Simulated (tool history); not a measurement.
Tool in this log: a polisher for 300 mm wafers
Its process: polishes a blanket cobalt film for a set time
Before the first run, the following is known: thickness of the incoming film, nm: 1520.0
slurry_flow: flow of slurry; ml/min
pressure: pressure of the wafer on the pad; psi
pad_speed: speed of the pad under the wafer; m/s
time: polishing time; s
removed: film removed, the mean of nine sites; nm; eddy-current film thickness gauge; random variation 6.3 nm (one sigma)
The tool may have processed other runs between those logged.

Run 1, day 0.000: slurry_flow 285 ml/min, pressure 2.4 psi, pad_speed 1.16 m/s, time 43 s. Result: removed 386.76 nm.
Run 2, day 0.050: slurry_flow 285 ml/min, pressure 2.4 psi, pad_speed 0.98 m/s, time 43 s. Result: removed 337.12 nm.
Run 3, day 0.392: slurry_flow 285 ml/min, pressure 2.4 psi, pad_speed 0.70 m/s, time 43 s. Result: removed 259.29 nm.
Run 4, day 0.750: slurry_flow 340 ml/min, pressure 2.4 psi, pad_speed 0.70 m/s, time 43 s. Result: removed 255.60 nm.
Run 5, day 1.067: slurry_flow 280 ml/min, pressure 2.4 psi, pad_speed 0.70 m/s, time 43 s. Result: removed 255.83 nm.
Run 6, day 1.200: slurry_flow 280 ml/min, pressure 2.4 psi, pad_speed 0.70 m/s, time 45 s. Result: removed 265.65 nm.
Run 7, day 1.458: slurry_flow 295 ml/min, pressure 3.0 psi, pad_speed 1.02 m/s, time 45 s. Result: removed 447.78 nm.
Run 8, day 1.725: slurry_flow 295 ml/min, pressure 3.0 psi, pad_speed 1.02 m/s, time 45 s. Result: removed 457.88 nm.
Run 9, day 2.025: slurry_flow 300 ml/min, pressure 3.6 psi, pad_speed 1.12 m/s, time 45 s. Result: removed 583.94 nm.

Forecast run 10:
Run 10, day 2.058: slurry_flow 300 ml/min, pressure 3.6 psi, pad_speed 1.14 m/s, time 45 s. Result: removed ?.

removed: 594.47 nm

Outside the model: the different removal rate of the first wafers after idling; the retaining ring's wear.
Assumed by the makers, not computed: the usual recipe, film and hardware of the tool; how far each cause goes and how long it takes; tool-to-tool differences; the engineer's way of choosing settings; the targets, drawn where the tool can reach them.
